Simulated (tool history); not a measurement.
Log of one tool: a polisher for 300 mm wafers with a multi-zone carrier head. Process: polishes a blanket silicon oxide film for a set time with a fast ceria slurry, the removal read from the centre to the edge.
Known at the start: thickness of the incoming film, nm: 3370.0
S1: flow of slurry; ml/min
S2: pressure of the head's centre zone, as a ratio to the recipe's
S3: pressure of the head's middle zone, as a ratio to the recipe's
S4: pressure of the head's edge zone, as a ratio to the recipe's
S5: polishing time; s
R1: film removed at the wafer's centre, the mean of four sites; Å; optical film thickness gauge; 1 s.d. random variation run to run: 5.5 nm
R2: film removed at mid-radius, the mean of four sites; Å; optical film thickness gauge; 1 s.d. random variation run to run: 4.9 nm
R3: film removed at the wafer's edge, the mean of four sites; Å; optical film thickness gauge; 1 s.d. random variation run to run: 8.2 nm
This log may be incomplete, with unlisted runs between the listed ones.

run,hour,S1,S2,S3,S4,S5,R1,R2,R3
1,0,295,1,1,1,53,9773.6,9812.1,9729.7
2,7.1,295,1,1.06,1,53,9906.8,10197,9708.5
3,8.6,295,1,1.06,1,66,12279,12645,12228
4,11.3,290,0.98,1.03,0.98,60,10720,11326,10912
5,17.6,290,0.98,1.03,1.06,60,10876,11402,11455
6,26.4,285,0.96,1.01,1.03,55,9901.6,10101,10402
7,28.6,290,0.94,1.02,1,51,9004,9492.8,9203.7
8,36.4,235,0.84,0.92,0.9,38,5752,6430.6,6773.5
9,42.7,250,0.85,0.93,0.89,38,5942.3,6432.2,6674
10,44.3,260,0.85,0.94,0.89,38,5968.2,6581.1,6642.2
11,48,270,0.85,0.94,0.89,38,5912.3,6545,6724.6
12,53.6,270,0.86,0.95,0.89,38,6109.9,6606,6651.9

The next listed run, before its measurement:
13,60.3,275,0.86,0.96,0.89,38,?,?,?

{"run 13": {"R1": 5987, "R2": 6717.8, "R3": 6638.3}}
